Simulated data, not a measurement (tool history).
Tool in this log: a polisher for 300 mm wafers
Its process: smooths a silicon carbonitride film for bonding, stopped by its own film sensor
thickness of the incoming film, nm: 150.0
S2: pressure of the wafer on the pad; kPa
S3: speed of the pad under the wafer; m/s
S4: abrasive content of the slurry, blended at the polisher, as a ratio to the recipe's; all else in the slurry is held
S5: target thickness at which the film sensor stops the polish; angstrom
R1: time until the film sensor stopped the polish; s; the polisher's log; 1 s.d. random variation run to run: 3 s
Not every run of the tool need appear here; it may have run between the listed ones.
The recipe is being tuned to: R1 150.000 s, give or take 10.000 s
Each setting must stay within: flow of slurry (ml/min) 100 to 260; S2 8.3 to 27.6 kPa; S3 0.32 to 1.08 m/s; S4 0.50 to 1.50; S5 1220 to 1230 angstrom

Run 1, hour 0.0: flow of slurry (ml/min) 165, S2 17.9 kPa, S3 0.70 m/s, S4 1.00, S5 1230 angstrom. Result: R1 101.020 s.
Run 2, hour 4.9: flow of slurry (ml/min) 165, S2 17.2 kPa, S3 0.70 m/s, S4 1.00, S5 1230 angstrom. Result: R1 105.400 s.
Run 3, hour 7.3: flow of slurry (ml/min) 165, S2 17.2 kPa, S3 0.82 m/s, S4 1.00, S5 1230 angstrom. Result: R1 91.474 s.
Run 4, hour 11.3: flow of slurry (ml/min) 165, S2 17.2 kPa, S3 0.82 m/s, S4 1.00, S5 1230 angstrom. Result: R1 91.358 s.
Run 5, hour 18.2: flow of slurry (ml/min) 140, S2 17.2 kPa, S3 0.82 m/s, S4 1.00, S5 1230 angstrom. Result: R1 95.378 s.
Run 6, hour 24.4: flow of slurry (ml/min) 140, S2 17.2 kPa, S3 0.92 m/s, S4 1.00, S5 1230 angstrom. Result: R1 89.663 s.
Run 7, hour 29.2: flow of slurry (ml/min) 140, S2 15.9 kPa, S3 0.90 m/s, S4 1.00, S5 1230 angstrom. Result: R1 98.758 s.
Run 8, hour 34.3: flow of slurry (ml/min) 140, S2 15.2 kPa, S3 0.90 m/s, S4 1.00, S5 1230 angstrom. Result: R1 98.882 s.
Run 9, hour 40.6: flow of slurry (ml/min) 140, S2 13.8 kPa, S3 0.88 m/s, S4 1.00, S5 1230 angstrom. Result: R1 113.580 s.
Run 10, hour 45.8: flow of slurry (ml/min) 140, S2 13.8 kPa, S3 0.88 m/s, S4 1.00, S5 1230 angstrom. Result: R1 117.710 s.
Run 11, hour 48.5: flow of slurry (ml/min) 140, S2 13.1 kPa, S3 0.88 m/s, S4 1.00, S5 1230 angstrom. Result: R1 116.830 s.
Run 12, hour 51.5: flow of slurry (ml/min) 140, S2 8.3 kPa, S3 0.82 m/s, S4 1.00, S5 1230 angstrom. Result: R1 197.260 s.
Run 13, hour 58.3: flow of slurry (ml/min) 140, S2 9.0 kPa, S3 0.82 m/s, S4 1.00, S5 1230 angstrom. Result: R1 174.850 s.

Which single option among these 4 for the next run brings every result within its allowed miss of target? Just one does.
Run A, hour 65.1: flow of slurry (ml/min) 100, S2 9.7 kPa, S3 0.68 m/s, S4 0.90, S5 1220 angstrom. Result: R1 ?.
Run B, hour 65.1: flow of slurry (ml/min) 150, S2 11.7 kPa, S3 0.90 m/s, S4 0.95, S5 1230 angstrom. Result: R1 ?.
Run C, hour 65.1: flow of slurry (ml/min) 140, S2 9.7 kPa, S3 0.80 m/s, S4 0.95, S5 1230 angstrom. Result: R1 ?.
Run D, hour 65.1: flow of slurry (ml/min) 115, S2 11.0 kPa, S3 0.92 m/s, S4 0.85, S5 1230 angstrom. Result: R1 ?.

move       R1
   A  229.760
   B  133.240
   C  177.050
   D  154.040
A: further off than the last run
B: carries the result that was furthest off beyond its target, to the other side
C: further off than the last run
D: every result lands within tolerance
The right move is D.
